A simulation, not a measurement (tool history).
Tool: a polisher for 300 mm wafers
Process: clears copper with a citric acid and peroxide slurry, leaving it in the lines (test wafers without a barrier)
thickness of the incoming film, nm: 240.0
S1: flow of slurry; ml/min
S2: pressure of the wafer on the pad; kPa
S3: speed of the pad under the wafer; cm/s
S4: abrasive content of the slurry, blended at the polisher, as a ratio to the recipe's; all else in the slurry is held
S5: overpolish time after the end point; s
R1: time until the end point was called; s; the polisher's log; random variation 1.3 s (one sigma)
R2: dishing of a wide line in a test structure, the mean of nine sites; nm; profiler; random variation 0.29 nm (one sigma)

Run 1, hour 0.0: S1 205 ml/min, S2 20.0 kPa, S3 106 cm/s, S4 1.00, S5 16 s. Result: R1 114.180 s, R2 25.595 nm.
Run 2, hour 4.0: S1 205 ml/min, S2 20.0 kPa, S3 106 cm/s, S4 1.00, S5 13 s. Result: R1 118.450 s, R2 21.640 nm.
Run 3, hour 5.0: S1 205 ml/min, S2 20.0 kPa, S3 106 cm/s, S4 0.90, S5 13 s. Result: R1 119.860 s, R2 20.844 nm.
Run 4, hour 10.9: S1 205 ml/min, S2 20.0 kPa, S3 106 cm/s, S4 0.90, S5 19 s. Result: R1 119.780 s, R2 29.381 nm.
Run 5, hour 13.3: S1 205 ml/min, S2 20.0 kPa, S3 106 cm/s, S4 1.00, S5 19 s. Result: R1 115.930 s, R2 30.379 nm.
Run 6, hour 15.2: S1 205 ml/min, S2 22.1 kPa, S3 106 cm/s, S4 0.95, S5 17 s. Result: R1 103.750 s, R2 29.013 nm.
Run 7, hour 20.7: S1 205 ml/min, S2 23.4 kPa, S3 104 cm/s, S4 0.95, S5 16 s. Result: R1 100.160 s, R2 28.943 nm.
Run 8, hour 24.6: S1 205 ml/min, S2 24.8 kPa, S3 104 cm/s, S4 0.95, S5 15 s. Result: R1 94.632 s, R2 28.560 nm.
Run 9, hour 29.8: S1 205 ml/min, S2 25.5 kPa, S3 104 cm/s, S4 0.95, S5 14 s. Result: R1 94.198 s, R2 28.411 nm.
Run 10, hour 37.0: S1 205 ml/min, S2 26.2 kPa, S3 106 cm/s, S4 0.90, S5 13 s. Result: R1 91.559 s, R2 26.857 nm.
Run 11, hour 39.2: S1 205 ml/min, S2 26.9 kPa, S3 108 cm/s, S4 0.90, S5 12 s. Result: R1 87.030 s, R2 26.417 nm.
Run 12, hour 46.8: S1 205 ml/min, S2 27.6 kPa, S3 110 cm/s, S4 0.90, S5 11 s. Result: R1 81.159 s, R2 25.591 nm.
Run 13, hour 55.5: S1 205 ml/min, S2 28.3 kPa, S3 110 cm/s, S4 0.90, S5 11 s. Result: R1 82.177 s, R2 25.916 nm.

The next listed run, before its measurement:
Run 14, hour 57.0: S1 205 ml/min, S2 29.0 kPa, S3 112 cm/s, S4 0.90, S5 10 s. Result: R1 ?, R2 ?.

R1: 78.088 s
R2: 24.933 nm
